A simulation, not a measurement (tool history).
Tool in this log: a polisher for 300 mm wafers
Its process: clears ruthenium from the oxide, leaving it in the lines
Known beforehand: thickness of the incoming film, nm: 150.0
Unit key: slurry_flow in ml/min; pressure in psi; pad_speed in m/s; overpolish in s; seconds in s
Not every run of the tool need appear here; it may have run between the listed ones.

run,hour,slurry_flow,pressure,pad_speed,overpolish,seconds
1,0.0,180,2.7,1.06,14,89.153
2,4.1,180,2.7,1.06,11,88.062
3,11.0,180,2.9,1.06,11,81.151
4,12.3,180,2.3,1.06,11,100.460
5,19.5,215,2.3,1.06,11,95.122
6,23.1,220,2.5,1.06,11,89.371

What will run 7 give?
7,23.9,220,2.7,1.06,11,?

Run 7 came out at seconds 85.470 s.
